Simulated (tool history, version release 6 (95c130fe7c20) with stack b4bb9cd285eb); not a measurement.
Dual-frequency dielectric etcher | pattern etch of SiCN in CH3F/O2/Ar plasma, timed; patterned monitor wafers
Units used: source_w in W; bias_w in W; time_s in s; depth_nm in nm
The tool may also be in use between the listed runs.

{"run": 1, "hour": 0.0, "source_w": 400, "bias_w": 98, "time_s": 130.5, "depth_nm": 49.933}
{"run": 2, "hour": 2.2, "source_w": 400, "bias_w": 89, "time_s": 130.5, "depth_nm": 48.548}
{"run": 3, "hour": 9.2, "source_w": 400, "bias_w": 89, "time_s": 135.5, "depth_nm": 50.64}
{"run": 4, "hour": 15.3, "source_w": 430, "bias_w": 89, "time_s": 135.5, "depth_nm": 52.336}
{"run": 5, "hour": 17.4, "source_w": 450, "bias_w": 92, "time_s": 135.5, "depth_nm": 53.983}
{"run": 6, "hour": 20.6, "source_w": 450, "bias_w": 92, "time_s": 130.5, "depth_nm": 52.255}

Run 7 is up next; what results do you expect?
{"hour": 24.4, "done": "source power generator calibrated"}
{"run": 7, "hour": 24.4, "source_w": 470, "bias_w": 94, "time_s": 130.5, "depth_nm": "?"}

{"run 7": {"depth_nm": 54.878}}
